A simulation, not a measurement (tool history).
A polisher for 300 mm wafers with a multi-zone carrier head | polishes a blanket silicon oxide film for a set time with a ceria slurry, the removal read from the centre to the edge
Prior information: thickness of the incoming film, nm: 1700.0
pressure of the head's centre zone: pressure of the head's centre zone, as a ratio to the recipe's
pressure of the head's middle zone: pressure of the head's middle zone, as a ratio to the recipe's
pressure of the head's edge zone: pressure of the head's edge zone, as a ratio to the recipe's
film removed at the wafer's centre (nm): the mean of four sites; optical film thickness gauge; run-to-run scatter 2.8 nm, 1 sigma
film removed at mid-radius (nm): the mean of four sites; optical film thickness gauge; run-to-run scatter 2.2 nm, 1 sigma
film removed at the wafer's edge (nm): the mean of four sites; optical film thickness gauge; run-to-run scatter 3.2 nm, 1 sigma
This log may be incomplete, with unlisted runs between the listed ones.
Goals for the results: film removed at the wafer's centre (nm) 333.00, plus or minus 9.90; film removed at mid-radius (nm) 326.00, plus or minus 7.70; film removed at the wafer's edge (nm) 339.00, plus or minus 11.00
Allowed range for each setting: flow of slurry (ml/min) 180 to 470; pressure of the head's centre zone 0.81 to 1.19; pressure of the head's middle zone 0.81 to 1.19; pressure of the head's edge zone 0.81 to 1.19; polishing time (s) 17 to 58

run  hour  flow of slurry (ml/min)  pressure of the head's centre zone  pressure of the head's middle zone  pressure of the head's edge zone  polishing time (s)  film removed at the wafer's centre (nm)  film removed at mid-radius (nm)  film removed at the wafer's edge (nm)
  1   0.0                      300                                1.00                                1.00                              1.00                  37                                   233.51                           233.00                                 243.09
  2   7.1                      300                                1.00                                1.00                              1.00                  33                                   208.76                           206.66                                 213.79
  3   9.2                      300                                1.00                                1.05                              1.00                  33                                   210.98                           214.88                                 212.59
  4  11.7                      300                                0.93                                1.05                              1.00                  33                                   194.83                           216.50                                 210.81
  5  14.5                      245                                0.93                                1.05                              1.00                  33                                   188.79                           210.08                                 209.09
  6  17.1                      250                                0.97                                1.06                              1.04                  37                                   220.45                           240.40                                 239.71
  7  20.2                      250                                0.97                                1.06                              1.04                  37                                   224.00                           240.22                                 240.74
  8  25.4                      250                                1.00                                1.07                              1.07                  39                                   241.78                           258.46                                 259.17
  9  34.2                      255                                1.03                                1.07                              1.10                  41                                   264.66                           271.90                                 270.73
 10  42.2                      245                                1.04                                1.06                              1.10                  43                                   276.68                           276.40                                 285.45
 11  44.1                      265                                1.05                                1.06                              1.12                  44                                   286.70                           288.15                                 296.27
 12  47.0                      265                                1.06                                1.06                              1.13                  45                                   295.49                           295.85                                 305.29
 13  49.8                      270                                1.07                                1.06                              1.14                  46                                   307.10                           304.85                                 311.59
 14  52.7                      270                                1.07                                1.06                              1.15                  47                                   314.93                           303.30                                 323.09
 15  58.1                      270                                1.07                                1.07                              1.16                  47                                   321.62                           309.51                                 324.92
 16  66.3                      275                                1.07                                1.08                              1.17                  47                                   314.58                           312.26                                 332.67

5 candidate next runs follow, results not yet known. Just one meets every target within its allowed miss. Identify it.
  A  74.5                      355                                0.98                                1.14                              1.19                  46                                        ?                                ?                                      ?
  B  74.5                      235                                1.13                                0.95                              1.14                  50                                        ?                                ?                                      ?
  C  74.5                      310                                1.06                                1.01                              1.19                  47                                        ?                                ?                                      ?
  D  74.5                      225                                1.09                                1.09                              1.17                  50                                        ?                                ?                                      ?
  E  74.5                      250                                1.12                                1.02                              1.15                  48                                        ?                                ?                                      ?

move  film removed at the wafer's centre (nm)  film removed at mid-radius (nm)  film removed at the wafer's edge (nm)
   A                                   285.90                           328.73                                 328.97
   B                                   341.92                           293.21                                 339.52
   C                                   311.71                           299.17                                 333.62
   D                                   328.04                           327.64                                 342.05
   E                                   328.19                           301.10                                 328.94
A: lands further from the targets than the last run did
B: meets the target for the result that was furthest off, but another lies outside its allowed miss
C: lands further from the targets than the last run did
D: each result inside its tolerance
E: meets the target for the result that was furthest off, but another lies outside its allowed miss
The right move is D.
